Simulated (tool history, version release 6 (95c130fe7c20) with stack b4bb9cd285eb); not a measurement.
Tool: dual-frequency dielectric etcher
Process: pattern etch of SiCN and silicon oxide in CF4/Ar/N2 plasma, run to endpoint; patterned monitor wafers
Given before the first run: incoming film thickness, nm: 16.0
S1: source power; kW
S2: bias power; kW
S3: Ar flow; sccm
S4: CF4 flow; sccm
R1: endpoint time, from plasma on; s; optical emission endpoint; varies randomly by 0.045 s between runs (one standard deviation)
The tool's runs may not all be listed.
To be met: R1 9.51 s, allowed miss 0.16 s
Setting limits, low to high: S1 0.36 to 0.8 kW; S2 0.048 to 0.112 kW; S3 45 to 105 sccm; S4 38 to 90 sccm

run,day,S1,S2,S3,S4,R1
1,0,0.58,0.08,75,64,13.346
2,0.292,0.64,0.081,75,64,11.927
3,0.458,0.69,0.081,75,64,11.072
4,0.825,0.72,0.081,75,64,10.688
5,1.008,0.74,0.081,75,64,10.278
6,1.125,0.74,0.076,75,64,10.503
7,1.242,0.76,0.077,75,64,10.269
8,1.354,0.77,0.078,75,64,10.124
9,1.517,0.77,0.078,75,64,10.155
10,1.796,0.77,0.078,75,64,10.046
11,2.108,0.78,0.079,75,64,9.8952
12,2.383,0.79,0.08,75,64,9.7219

Consider the 5 candidate settings below. Which is the only one whose results all fall within their allowed miss of target?
A,2.658,0.8,0.081,84,75,?
B,2.658,0.78,0.078,80,63,?
C,2.658,0.77,0.079,75,65,?
D,2.658,0.78,0.08,75,62,?
E,2.658,0.75,0.081,78,61,?

move,R1
A,9.5927
B,10.065
C,10.018
D,9.8982
E,10.331
A: each result inside its tolerance
B: misses by more than the last run did
C: misses by more than the last run did
D: misses by more than the last run did
E: misses by more than the last run did
So the answer is move A, the one that meets all the targets.
